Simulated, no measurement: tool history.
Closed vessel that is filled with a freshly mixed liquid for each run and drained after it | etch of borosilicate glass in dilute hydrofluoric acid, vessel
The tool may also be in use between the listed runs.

run,hour,temperature setpoint of the liquid (°C),parts of water to one part of 49 % hydrofluoric acid (parts by volume),time in the liquid (s),thickness taken off the borosilicate glass on a monitor wafer (Å)
1,0.0,20.0,70,95,631.20
2,7.2,20.0,50,95,899.71
3,14.6,18.5,50,95,841.34
4,15.3,18.5,70,95,586.33
5,17.9,18.5,90,95,440.68
6,26.0,18.5,75,95,543.22
7,26.7,20.0,70,95,620.47
8,28.6,21.0,65,95,706.33
9,31.2,22.0,60,95,798.86
10,32.3,23.0,55,95,911.70
11,37.6,23.5,55,95,937.92
12,46.0,24.0,55,95,957.33
13,54.3,24.5,55,95,975.87
14,58.2,25.0,55,95,996.95

The next listed run, before its measurement:
15,59.8,25.5,55,95,?

thickness taken off the borosilicate glass on a monitor wafer (Å): 1021.70
